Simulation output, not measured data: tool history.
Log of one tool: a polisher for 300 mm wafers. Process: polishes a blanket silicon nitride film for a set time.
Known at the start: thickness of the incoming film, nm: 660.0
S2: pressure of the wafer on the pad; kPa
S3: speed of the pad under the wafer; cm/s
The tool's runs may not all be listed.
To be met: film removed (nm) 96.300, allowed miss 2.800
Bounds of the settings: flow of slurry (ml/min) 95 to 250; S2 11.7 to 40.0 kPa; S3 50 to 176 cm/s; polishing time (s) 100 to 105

run 1 hour=0.0 | flow_of_slurry_(ml/min)=160 S2=25.5 S3=112 polishing_time_(s)=100 | film_removed_(nm)=167.020
run 2 hour=8.0 | flow_of_slurry_(ml/min)=155 S2=22.1 S3=112 polishing_time_(s)=100 | film_removed_(nm)=147.390
run 3 hour=12.1 | flow_of_slurry_(ml/min)=150 S2=19.3 S3=110 polishing_time_(s)=100 | film_removed_(nm)=127.100
run 4 hour=17.5 | flow_of_slurry_(ml/min)=170 S2=19.3 S3=110 polishing_time_(s)=100 | film_removed_(nm)=129.850
run 5 hour=19.4 | flow_of_slurry_(ml/min)=165 S2=17.2 S3=110 polishing_time_(s)=100 | film_removed_(nm)=117.060
run 6 hour=27.0 | flow_of_slurry_(ml/min)=165 S2=15.9 S3=110 polishing_time_(s)=100 | film_removed_(nm)=109.690
run 7 hour=31.4 | flow_of_slurry_(ml/min)=140 S2=13.1 S3=110 polishing_time_(s)=100 | film_removed_(nm)=90.112
run 8 hour=38.7 | flow_of_slurry_(ml/min)=145 S2=13.1 S3=110 polishing_time_(s)=100 | film_removed_(nm)=89.999
run 9 hour=39.4 | flow_of_slurry_(ml/min)=150 S2=13.1 S3=110 polishing_time_(s)=100 | film_removed_(nm)=91.805
run 10 hour=46.2 | flow_of_slurry_(ml/min)=155 S2=13.1 S3=110 polishing_time_(s)=100 | film_removed_(nm)=91.987
run 11 hour=54.4 | flow_of_slurry_(ml/min)=160 S2=13.1 S3=110 polishing_time_(s)=100 | film_removed_(nm)=92.355
run 12 hour=61.7 | flow_of_slurry_(ml/min)=165 S2=13.1 S3=110 polishing_time_(s)=100 | film_removed_(nm)=93.327

4 next moves are on the table. One of them brings every result within its allowed miss. Which?
run A hour=69.0 | flow_of_slurry_(ml/min)=145 S2=13.8 S3=100 polishing_time_(s)=104 | film_removed_(nm)=?
run B hour=69.0 | flow_of_slurry_(ml/min)=180 S2=12.4 S3=118 polishing_time_(s)=101 | film_removed_(nm)=?
run C hour=69.0 | flow_of_slurry_(ml/min)=170 S2=13.1 S3=104 polishing_time_(s)=100 | film_removed_(nm)=?
run D hour=69.0 | flow_of_slurry_(ml/min)=190 S2=14.5 S3=88 polishing_time_(s)=100 | film_removed_(nm)=?

move=A film_removed_(nm)=90.230
move=B film_removed_(nm)=95.300
move=C film_removed_(nm)=88.335
move=D film_removed_(nm)=85.468
A: further off than the last run
B: meets every target
C: further off than the last run
D: further off than the last run
The right move is B.
